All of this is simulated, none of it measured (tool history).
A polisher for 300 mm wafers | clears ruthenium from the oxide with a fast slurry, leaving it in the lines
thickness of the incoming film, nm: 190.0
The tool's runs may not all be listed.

| run | day | flow of slurry (ml/min) | pressure of the wafer on the pad (kPa) | speed of the pad under the wafer (m/s) | abrasive content of the slurry | overpolish time after the end point (s) | time until the end point was called (s) | dishing of a wide line in a test structure (angstrom) |
|---|---|---|---|---|---|---|---|---|
| 1 | 0.000 | 230 | 13.1 | 0.96 | 1.00 | 20 | 68.664 | 395.56 |
| 2 | 0.179 | 230 | 13.1 | 0.96 | 1.00 | 15 | 68.052 | 330.93 |
| 3 | 0.212 | 230 | 13.1 | 0.96 | 1.00 | 13 | 66.915 | 283.22 |
| 4 | 0.421 | 250 | 13.1 | 0.96 | 1.00 | 13 | 67.485 | 290.29 |
| 5 | 0.500 | 250 | 13.1 | 1.14 | 1.00 | 13 | 57.770 | 320.99 |
| 6 | 0.800 | 250 | 13.1 | 1.14 | 1.10 | 13 | 55.522 | 338.07 |
| 7 | 1.021 | 250 | 13.1 | 1.14 | 1.10 | 13 | 54.778 | 362.06 |
| 8 | 1.125 | 260 | 13.8 | 1.14 | 1.00 | 12 | 53.289 | 317.85 |
| 9 | 1.300 | 275 | 13.8 | 1.12 | 0.90 | 11 | 57.253 | 280.38 |
| 10 | 1.446 | 290 | 13.8 | 1.10 | 0.80 | 10 | 61.334 | 259.62 |
| 11 | 1.717 | 305 | 14.5 | 1.06 | 0.75 | 9 | 62.932 | 236.08 |
| 12 | 1.958 | 315 | 15.2 | 1.04 | 0.70 | 8 | 63.005 | 205.87 |
| 13 | 2.246 | 360 | 17.9 | 0.94 | 0.50 | 6 | 67.968 | 147.26 |

Run 14 comes next. What will it give?
| 14 | 2.442 | 360 | 18.6 | 0.94 | 0.50 | 7 | ? | ? |

Run 14 gave time until the end point was called (s) 64.148, dishing of a wide line in a test structure (angstrom) 168.48.
